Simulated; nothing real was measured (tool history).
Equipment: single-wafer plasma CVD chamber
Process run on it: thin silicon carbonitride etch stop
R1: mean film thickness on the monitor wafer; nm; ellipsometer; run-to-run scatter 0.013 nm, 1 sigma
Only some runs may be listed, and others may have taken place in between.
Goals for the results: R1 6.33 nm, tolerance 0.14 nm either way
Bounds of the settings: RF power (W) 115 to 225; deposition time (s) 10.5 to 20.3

{"run": 1, "day": 0.0, "RF power (W)": 170, "deposition time (s)": 15.4, "R1": 7.5799}
{"run": 2, "day": 0.167, "RF power (W)": 160, "deposition time (s)": 15.4, "R1": 7.4264}
{"run": 3, "day": 0.225, "RF power (W)": 155, "deposition time (s)": 15.2, "R1": 7.2858}
{"run": 4, "day": 0.45, "RF power (W)": 145, "deposition time (s)": 15.2, "R1": 7.1337}
{"run": 5, "day": 0.783, "RF power (W)": 145, "deposition time (s)": 13.1, "R1": 6.1368}
{"run": 6, "day": 0.888, "RF power (W)": 145, "deposition time (s)": 14.5, "R1": 6.8006}
{"run": 7, "day": 1.012, "RF power (W)": 145, "deposition time (s)": 14.4, "R1": 6.7883}
{"run": 8, "day": 1.117, "RF power (W)": 125, "deposition time (s)": 13.7, "R1": 6.1754}

Consider the 4 candidate settings below. Which is the only one whose results all fall within their allowed miss of target?
{"run": "A", "day": 1.221, "RF power (W)": 145, "deposition time (s)": 12.6, "R1": "?"}
{"run": "B", "day": 1.221, "RF power (W)": 115, "deposition time (s)": 13.4, "R1": "?"}
{"run": "C", "day": 1.221, "RF power (W)": 125, "deposition time (s)": 12.9, "R1": "?"}
{"run": "D", "day": 1.221, "RF power (W)": 115, "deposition time (s)": 14.4, "R1": "?"}

move=A R1=5.919
move=B R1=5.8948
move=C R1=5.8099
move=D R1=6.3347
A: lands further from the targets than the last run did
B: lands further from the targets than the last run did
C: lands further from the targets than the last run did
D: all results in spec
The move that meets every target is D.

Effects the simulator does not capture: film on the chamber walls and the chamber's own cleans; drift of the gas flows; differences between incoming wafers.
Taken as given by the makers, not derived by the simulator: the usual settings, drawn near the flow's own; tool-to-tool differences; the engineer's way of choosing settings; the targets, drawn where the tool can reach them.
